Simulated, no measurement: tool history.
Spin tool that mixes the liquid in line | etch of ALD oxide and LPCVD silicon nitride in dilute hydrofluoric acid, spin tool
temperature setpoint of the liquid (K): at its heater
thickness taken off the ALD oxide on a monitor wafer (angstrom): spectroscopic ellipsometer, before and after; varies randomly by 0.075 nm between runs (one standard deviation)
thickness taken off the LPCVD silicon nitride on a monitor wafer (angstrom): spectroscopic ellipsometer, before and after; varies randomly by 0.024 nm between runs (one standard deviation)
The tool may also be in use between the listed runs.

run	hour	temperature setpoint of the liquid (K)	parts of water to one part of 49 % hydrofluoric acid (parts by volume)	time under the liquid (s)	thickness taken off the ALD oxide on a monitor wafer (angstrom)	thickness taken off the LPCVD silicon nitride on a monitor wafer (angstrom)
1	0	299.15	45	40	146.64	4.4973
2	6.1	299.15	35	40	192.41	6.0816
3	13.5	298.65	35	40	189.06	5.4917
4	22.5	298.15	35	40	186.59	5.0006
5	30.2	298.15	35	55	255.28	6.7317
6	36.1	298.15	40	55	225.18	6.1423
7	43.8	297.65	40	55	219.01	6.3326
8	48	297.15	40	55	215.83	5.8172
9	49.7	296.65	40	55	208.92	6.4193
10	56.2	296.15	40	55	203.79	5.7975
11	59.9	295.65	40	55	198.66	6.1634
12	63.6	295.15	40	55	196.06	5.4579

Estimate the outcome of run 13 from the log above:
13	66.7	294.65	40	55	?	?

{"run 13": {"thickness taken off the ALD oxide on a monitor wafer (angstrom)": 192.32, "thickness taken off the LPCVD silicon nitride on a monitor wafer (angstrom)": 4.7485}}
